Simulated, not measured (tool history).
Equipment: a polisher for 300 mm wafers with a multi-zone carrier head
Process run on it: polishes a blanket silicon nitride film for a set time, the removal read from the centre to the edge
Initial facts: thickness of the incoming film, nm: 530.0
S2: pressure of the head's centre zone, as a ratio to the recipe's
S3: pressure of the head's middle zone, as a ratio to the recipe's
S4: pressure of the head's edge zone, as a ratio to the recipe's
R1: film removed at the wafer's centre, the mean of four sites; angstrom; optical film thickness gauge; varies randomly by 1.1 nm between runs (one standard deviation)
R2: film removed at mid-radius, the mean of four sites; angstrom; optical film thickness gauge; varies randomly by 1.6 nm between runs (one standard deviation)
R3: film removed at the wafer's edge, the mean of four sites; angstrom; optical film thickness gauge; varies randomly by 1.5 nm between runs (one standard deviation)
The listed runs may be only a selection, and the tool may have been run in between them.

run 1 day=0.000 | flow_of_slurry_(ml/min)=205 S2=1.00 S3=1.00 S4=1.00 polishing_time_(s)=46 | R1=972.41 R2=940.59 R3=924.67
run 2 day=0.175 | flow_of_slurry_(ml/min)=235 S2=1.00 S3=1.00 S4=1.00 polishing_time_(s)=46 | R1=989.69 R2=953.13 R3=944.05
run 3 day=0.292 | flow_of_slurry_(ml/min)=285 S2=1.00 S3=1.00 S4=1.00 polishing_time_(s)=46 | R1=1017.20 R2=974.04 R3=939.31
run 4 day=0.375 | flow_of_slurry_(ml/min)=280 S2=1.02 S3=1.02 S4=1.02 polishing_time_(s)=48 | R1=1082.90 R2=1042.40 R3=1013.90
run 5 day=0.475 | flow_of_slurry_(ml/min)=280 S2=1.02 S3=1.02 S4=1.02 polishing_time_(s)=56 | R1=1263.00 R2=1207.70 R3=1154.10
run 6 day=0.792 | flow_of_slurry_(ml/min)=310 S2=1.02 S3=1.02 S4=1.02 polishing_time_(s)=56 | R1=1296.80 R2=1223.60 R3=1152.60
run 7 day=1.138 | flow_of_slurry_(ml/min)=310 S2=1.04 S3=1.03 S4=1.03 polishing_time_(s)=56 | R1=1305.30 R2=1234.80 R3=1172.50
run 8 day=1.292 | flow_of_slurry_(ml/min)=310 S2=1.06 S3=1.04 S4=1.04 polishing_time_(s)=56 | R1=1322.40 R2=1250.90 R3=1185.20
run 9 day=1.479 | flow_of_slurry_(ml/min)=310 S2=1.08 S3=1.05 S4=1.04 polishing_time_(s)=56 | R1=1345.10 R2=1257.30 R3=1190.40
run 10 day=1.792 | flow_of_slurry_(ml/min)=310 S2=1.09 S3=1.06 S4=1.04 polishing_time_(s)=56 | R1=1365.80 R2=1256.60 R3=1200.20
run 11 day=1.904 | flow_of_slurry_(ml/min)=310 S2=1.10 S3=1.07 S4=1.04 polishing_time_(s)=56 | R1=1398.50 R2=1307.70 R3=1175.30

Run 12 is up next; what results do you expect?
run 12 day=1.975 | flow_of_slurry_(ml/min)=310 S2=1.11 S3=1.07 S4=1.05 polishing_time_(s)=56 | R1=? R2=? R3=?

{"run 12": {"R1": 1383.5, "R2": 1268.5, "R3": 1201.2}}

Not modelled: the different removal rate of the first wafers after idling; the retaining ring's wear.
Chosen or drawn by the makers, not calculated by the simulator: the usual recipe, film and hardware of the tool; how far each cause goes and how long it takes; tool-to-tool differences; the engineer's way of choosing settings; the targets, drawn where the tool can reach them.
